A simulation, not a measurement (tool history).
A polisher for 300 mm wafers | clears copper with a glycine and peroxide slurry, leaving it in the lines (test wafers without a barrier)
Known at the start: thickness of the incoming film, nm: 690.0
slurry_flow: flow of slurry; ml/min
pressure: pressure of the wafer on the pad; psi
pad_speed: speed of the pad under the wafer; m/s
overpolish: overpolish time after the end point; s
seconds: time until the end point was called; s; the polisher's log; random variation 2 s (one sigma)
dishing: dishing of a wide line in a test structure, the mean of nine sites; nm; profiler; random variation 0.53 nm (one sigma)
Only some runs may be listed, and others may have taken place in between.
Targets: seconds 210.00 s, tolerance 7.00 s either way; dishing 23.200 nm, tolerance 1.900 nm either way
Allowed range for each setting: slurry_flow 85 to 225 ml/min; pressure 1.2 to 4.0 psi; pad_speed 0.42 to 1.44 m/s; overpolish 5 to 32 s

run	day	slurry_flow	pressure	pad_speed	overpolish	seconds	dishing
1	0.000	145	2.6	0.92	16	150.52	44.187
2	0.104	145	2.1	0.92	16	169.67	41.024
3	0.146	145	2.1	0.72	16	187.19	37.416
4	0.229	145	2.0	0.72	14	190.62	31.684
5	0.417	140	1.9	0.72	13	198.32	29.328
6	0.704	140	2.5	0.72	13	173.27	35.126
7	0.850	135	2.3	0.72	12	183.12	30.586
8	1.029	130	2.2	0.72	11	190.26	28.445
9	1.392	125	2.1	0.72	10	195.74	23.918

Which single option among these 4 for the next run brings every result within its allowed miss of target? Just one does.
A	1.754	145	1.8	0.68	10	?	?
B	1.754	160	2.0	0.70	9	?	?
C	1.754	130	1.8	0.60	9	?	?
D	1.754	115	2.5	0.74	8	?	?

move	seconds	dishing
A	212.37	23.121
B	195.81	22.659
C	226.65	19.843
D	179.42	22.118
A: all results in spec
B: about the same distance from the targets as the last run
C: carries the result that was furthest off beyond its target, to the other side
D: its largest miss is bigger than the last run's
Correct choice: A, which meets every target
